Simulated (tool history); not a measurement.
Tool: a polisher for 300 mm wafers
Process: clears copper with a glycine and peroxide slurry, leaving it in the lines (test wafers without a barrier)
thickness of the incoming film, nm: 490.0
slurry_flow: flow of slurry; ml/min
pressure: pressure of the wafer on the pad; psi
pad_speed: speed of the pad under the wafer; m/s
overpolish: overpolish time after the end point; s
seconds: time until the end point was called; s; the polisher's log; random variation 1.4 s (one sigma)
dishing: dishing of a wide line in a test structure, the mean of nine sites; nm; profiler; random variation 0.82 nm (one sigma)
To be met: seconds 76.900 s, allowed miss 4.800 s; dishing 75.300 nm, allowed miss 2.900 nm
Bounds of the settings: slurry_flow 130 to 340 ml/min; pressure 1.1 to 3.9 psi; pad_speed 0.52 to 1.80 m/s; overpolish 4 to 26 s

run,hour,slurry_flow,pressure,pad_speed,overpolish,seconds,dishing
1,0.0,220,2.5,1.16,13,89.644,45.887
2,4.2,215,2.7,1.16,15,84.012,53.961
3,9.6,255,2.7,1.16,15,86.116,53.612
4,14.8,255,2.8,1.16,16,81.549,59.129
5,18.8,255,2.8,1.16,13,79.486,49.541
6,24.3,285,2.8,1.16,13,79.425,50.037
7,30.3,285,2.8,1.18,15,78.726,56.560
8,37.1,285,2.8,1.18,15,80.826,57.051
9,41.8,285,2.8,1.20,16,78.114,61.058
10,50.4,285,2.8,1.20,17,78.993,63.966
11,53.5,285,2.8,1.20,18,79.571,65.847
12,58.9,285,2.8,1.20,19,78.092,69.701

4 next moves are on the table. One of them brings every result within its allowed miss. Which?
A,64.3,260,2.6,1.32,21,?,?
B,64.3,330,3.3,1.00,16,?,?
C,64.3,285,3.0,1.22,22,?,?
D,64.3,225,3.1,1.06,17,?,?

move,seconds,dishing
A,78.251,75.656
B,78.737,61.584
C,74.241,82.541
D,82.287,62.205
A: meets every target
B: further off than the last run
C: takes the result that was furthest off past its target
D: further off than the last run
The right move is A.
